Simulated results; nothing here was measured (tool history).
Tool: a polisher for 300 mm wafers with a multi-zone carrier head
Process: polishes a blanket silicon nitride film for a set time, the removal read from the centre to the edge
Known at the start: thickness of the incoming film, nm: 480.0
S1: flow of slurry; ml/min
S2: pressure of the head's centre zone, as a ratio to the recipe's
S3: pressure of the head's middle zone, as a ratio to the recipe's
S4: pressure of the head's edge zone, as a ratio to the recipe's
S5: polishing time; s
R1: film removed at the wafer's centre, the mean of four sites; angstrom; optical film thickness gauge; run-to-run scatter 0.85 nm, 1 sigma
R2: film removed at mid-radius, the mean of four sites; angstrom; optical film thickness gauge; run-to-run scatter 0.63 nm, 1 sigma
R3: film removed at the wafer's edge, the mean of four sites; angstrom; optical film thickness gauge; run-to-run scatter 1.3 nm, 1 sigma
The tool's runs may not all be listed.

Run 1, hour 0: S1 170 ml/min, S2 1, S3 1, S4 1, S5 69 s. Result: R1 1016.3 angstrom, R2 1025.3 angstrom, R3 1052.9 angstrom.
Run 2, hour 5.5: S1 160 ml/min, S2 1.01, S3 0.99, S4 0.96, S5 68 s. Result: R1 985.97 angstrom, R2 991.77 angstrom, R3 1007.8 angstrom.
Run 3, hour 9: S1 160 ml/min, S2 1.01, S3 0.99, S4 0.96, S5 80 s. Result: R1 1181.5 angstrom, R2 1155.7 angstrom, R3 1183.6 angstrom.
Run 4, hour 11.6: S1 160 ml/min, S2 1.01, S3 1.04, S4 0.96, S5 80 s. Result: R1 1178.2 angstrom, R2 1195.6 angstrom, R3 1198.2 angstrom.
Run 5, hour 14.2: S1 160 ml/min, S2 1.01, S3 1.01, S4 0.92, S5 76 s. Result: R1 1133.4 angstrom, R2 1124.1 angstrom, R3 1097.7 angstrom.
Run 6, hour 15: S1 160 ml/min, S2 1.01, S3 0.95, S4 0.92, S5 76 s. Result: R1 1095.7 angstrom, R2 1049.4 angstrom, R3 1094.9 angstrom.

Run 7, settings as shown, results not yet in. Your forecast:
Run 7, hour 19.4: S1 160 ml/min, S2 1.01, S3 0.95, S4 0.89, S5 73 s. Result: R1 ?, R2 ?, R3 ?.

R1: 1071.1 angstrom
R2: 1022.6 angstrom
R3: 1039.8 angstrom

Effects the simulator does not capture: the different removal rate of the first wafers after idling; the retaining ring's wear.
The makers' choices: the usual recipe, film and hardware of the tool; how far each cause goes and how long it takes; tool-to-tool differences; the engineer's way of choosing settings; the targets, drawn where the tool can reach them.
